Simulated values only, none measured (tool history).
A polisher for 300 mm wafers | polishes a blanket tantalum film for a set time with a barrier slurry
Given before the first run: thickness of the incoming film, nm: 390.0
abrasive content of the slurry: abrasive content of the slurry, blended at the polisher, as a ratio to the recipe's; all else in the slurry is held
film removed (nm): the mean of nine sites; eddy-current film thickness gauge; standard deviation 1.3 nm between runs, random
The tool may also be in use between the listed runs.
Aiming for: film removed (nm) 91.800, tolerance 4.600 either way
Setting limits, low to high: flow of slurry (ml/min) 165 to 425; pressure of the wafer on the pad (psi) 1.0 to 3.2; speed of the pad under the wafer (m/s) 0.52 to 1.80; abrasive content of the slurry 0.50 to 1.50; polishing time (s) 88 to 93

run,hour,flow of slurry (ml/min),pressure of the wafer on the pad (psi),speed of the pad under the wafer (m/s),abrasive content of the slurry,polishing time (s),film removed (nm)
1,0.0,275,2.1,1.16,1.00,88,156.370
2,1.8,275,2.1,1.16,1.00,88,157.780
3,10.4,325,2.1,1.16,1.00,88,155.220
4,13.4,370,2.1,1.16,1.00,88,158.110
5,17.4,370,2.0,1.16,1.00,88,149.840
6,20.5,370,2.0,1.16,0.85,88,141.620
7,25.6,370,1.9,1.16,0.85,88,135.890
8,33.6,370,1.8,1.16,0.85,88,134.070
9,34.5,370,1.7,1.14,0.85,88,125.090
10,40.1,370,1.6,1.14,0.85,88,116.430
11,45.5,370,1.3,1.12,0.85,88,101.180

Pick the move, out of 5, that brings all results within their allowed miss; only one does.
A,50.9,365,1.3,1.14,0.80,89,?
B,50.9,320,1.1,1.20,0.95,93,?
C,50.9,360,1.2,0.90,1.00,88,?
D,50.9,380,1.5,1.04,0.80,89,?
E,50.9,395,1.8,0.88,0.65,88,?

move,film removed (nm)
A,102.910
B,105.430
C,81.980
D,104.660
E,94.058
A: misses by more than the last run did
B: misses by more than the last run did
C: moves the result that the last run missed by most past its target, out the other side
D: misses by more than the last run did
E: all results in spec
E is the move that brings every result within its allowed miss.
